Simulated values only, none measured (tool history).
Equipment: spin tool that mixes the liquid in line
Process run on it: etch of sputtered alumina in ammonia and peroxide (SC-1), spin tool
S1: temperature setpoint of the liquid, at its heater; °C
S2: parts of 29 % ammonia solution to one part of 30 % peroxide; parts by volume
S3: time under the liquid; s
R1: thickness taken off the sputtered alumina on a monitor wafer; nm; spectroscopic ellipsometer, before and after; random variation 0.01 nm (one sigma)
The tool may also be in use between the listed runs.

run 1 day=0 | S1=57 S2=0.6 S3=15 | R1=1.5654
run 2 day=0.35 | S1=57 S2=0.55 S3=15 | R1=1.555
run 3 day=0.467 | S1=59.5 S2=0.55 S3=15 | R1=1.7765
run 4 day=0.612 | S1=59.5 S2=0.65 S3=15 | R1=1.7932
run 5 day=0.942 | S1=59.5 S2=0.65 S3=15 | R1=1.8068
run 6 day=1.212 | S1=62 S2=0.65 S3=15 | R1=2.0419
run 7 day=1.521 | S1=63 S2=0.65 S3=15 | R1=2.1543
run 8 day=1.679 | S1=63.5 S2=0.65 S3=15 | R1=2.2052

Run 9, settings as shown, results not yet in. Your forecast:
run 9 day=2.042 | S1=64 S2=0.65 S3=15 | R1=?

{"run 9": {"R1": 2.2576}}
